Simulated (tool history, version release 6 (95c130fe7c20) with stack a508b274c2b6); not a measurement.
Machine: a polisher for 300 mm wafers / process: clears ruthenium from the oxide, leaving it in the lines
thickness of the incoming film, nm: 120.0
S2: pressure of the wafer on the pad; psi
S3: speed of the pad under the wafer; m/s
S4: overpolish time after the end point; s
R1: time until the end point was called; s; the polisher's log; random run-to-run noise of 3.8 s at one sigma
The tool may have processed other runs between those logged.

Run 1, hour 0.0: flow of slurry (ml/min) 285, S2 1.6 psi, S3 1.28 m/s, S4 38 s. Result: R1 123.67 s.
Run 2, hour 6.5: flow of slurry (ml/min) 285, S2 1.6 psi, S3 1.06 m/s, S4 38 s. Result: R1 150.04 s.
Run 3, hour 10.9: flow of slurry (ml/min) 285, S2 1.6 psi, S3 1.06 m/s, S4 40 s. Result: R1 146.42 s.
Run 4, hour 13.4: flow of slurry (ml/min) 340, S2 1.6 psi, S3 1.06 m/s, S4 40 s. Result: R1 145.41 s.
Run 5, hour 21.0: flow of slurry (ml/min) 340, S2 1.5 psi, S3 1.06 m/s, S4 40 s. Result: R1 152.45 s.
Run 6, hour 24.5: flow of slurry (ml/min) 340, S2 1.4 psi, S3 1.06 m/s, S4 40 s. Result: R1 162.66 s.

Run 7, settings as shown, results not yet in. Your forecast:
Run 7, hour 29.2: flow of slurry (ml/min) 340, S2 1.3 psi, S3 1.06 m/s, S4 40 s. Result: R1 ?.

Run 7 gave R1 177.91 s.
